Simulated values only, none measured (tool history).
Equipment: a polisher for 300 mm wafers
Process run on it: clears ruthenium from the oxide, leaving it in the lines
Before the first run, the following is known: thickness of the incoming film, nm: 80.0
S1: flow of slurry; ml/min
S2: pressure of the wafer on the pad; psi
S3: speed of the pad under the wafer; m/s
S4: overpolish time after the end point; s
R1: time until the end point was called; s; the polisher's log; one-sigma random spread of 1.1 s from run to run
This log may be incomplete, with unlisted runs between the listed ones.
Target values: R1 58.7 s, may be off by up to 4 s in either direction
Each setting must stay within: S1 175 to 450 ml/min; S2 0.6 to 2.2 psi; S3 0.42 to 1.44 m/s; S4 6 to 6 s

run  hour   S1   S2    S3  S4      R1
  1     0  290  1.4  0.92   6  99.238
  2   9.1  290  1.5  0.92   6  89.629
  3  17.4  290  1.5  0.92   6  91.651
  4  18.9  290  1.7  0.94   6  80.931
  5  23.6  290  1.8  0.96   6  72.993
  6  30.9  290  1.8  0.96   6  73.353
  7  32.2  290  1.9  0.98   6  69.236
  8  34.2  290    2     1   6  64.408

Consider the 4 candidate settings below. Which is the only one whose results all fall within their allowed miss of target?
  A  36.2  280  1.9  1.14   6   ?
  B  36.2  365  1.9  0.96   6   ?
  C  36.2  260  2.1  0.92   6   ?
  D  36.2  300  1.9     1   6   ?

move      R1
   A  60.626
   B  70.351
   C  68.106
   D  68.528
A: hits every target within its allowed miss
B: its largest miss is bigger than the last run's
C: its largest miss is bigger than the last run's
D: its largest miss is bigger than the last run's
The right move is A.
